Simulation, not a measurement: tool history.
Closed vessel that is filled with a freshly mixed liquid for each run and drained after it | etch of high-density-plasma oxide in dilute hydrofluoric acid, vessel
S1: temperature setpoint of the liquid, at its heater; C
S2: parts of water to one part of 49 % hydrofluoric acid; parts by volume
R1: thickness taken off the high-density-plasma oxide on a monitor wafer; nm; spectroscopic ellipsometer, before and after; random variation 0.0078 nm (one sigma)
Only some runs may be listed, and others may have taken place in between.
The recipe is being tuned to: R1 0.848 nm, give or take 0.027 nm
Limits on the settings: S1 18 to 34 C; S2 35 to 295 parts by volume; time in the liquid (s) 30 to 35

Run 1, day 0: S1 26 C, S2 165 parts by volume, time in the liquid (s) 35. Result: R1 1.3743 nm.
Run 2, day 0.329: S1 26 C, S2 200 parts by volume, time in the liquid (s) 35. Result: R1 1.0624 nm.
Run 3, day 0.529: S1 26 C, S2 200 parts by volume, time in the liquid (s) 35. Result: R1 1.0766 nm.
Run 4, day 0.675: S1 24 C, S2 200 parts by volume, time in the liquid (s) 35. Result: R1 0.99536 nm.
Run 5, day 0.988: S1 22.5 C, S2 200 parts by volume, time in the liquid (s) 35. Result: R1 0.93975 nm.
Run 6, day 1.221: S1 22.5 C, S2 200 parts by volume, time in the liquid (s) 35. Result: R1 0.93783 nm.
Run 7, day 1.396: S1 21.5 C, S2 200 parts by volume, time in the liquid (s) 35. Result: R1 0.9184 nm.
Run 8, day 1.646: S1 21 C, S2 200 parts by volume, time in the liquid (s) 35. Result: R1 0.87962 nm.

Of the 5 settings listed for the next run, only one would bring every result within its allowed miss of target. Which one?
Run A, day 1.896: S1 21.5 C, S2 200 parts by volume, time in the liquid (s) 35. Result: R1 ?.
Run B, day 1.896: S1 18 C, S2 155 parts by volume, time in the liquid (s) 30. Result: R1 ?.
Run C, day 1.896: S1 22 C, S2 175 parts by volume, time in the liquid (s) 30. Result: R1 ?.
Run D, day 1.896: S1 21.5 C, S2 185 parts by volume, time in the liquid (s) 30. Result: R1 ?.
Run E, day 1.896: S1 19 C, S2 180 parts by volume, time in the liquid (s) 35. Result: R1 ?.

move       R1
   A  0.89147
   B  0.89905
   C  0.91348
   D  0.83887
   E  0.91722
A: lands further from the targets than the last run did
B: lands further from the targets than the last run did
C: lands further from the targets than the last run did
D: all results in spec
E: lands further from the targets than the last run did
Answer: D
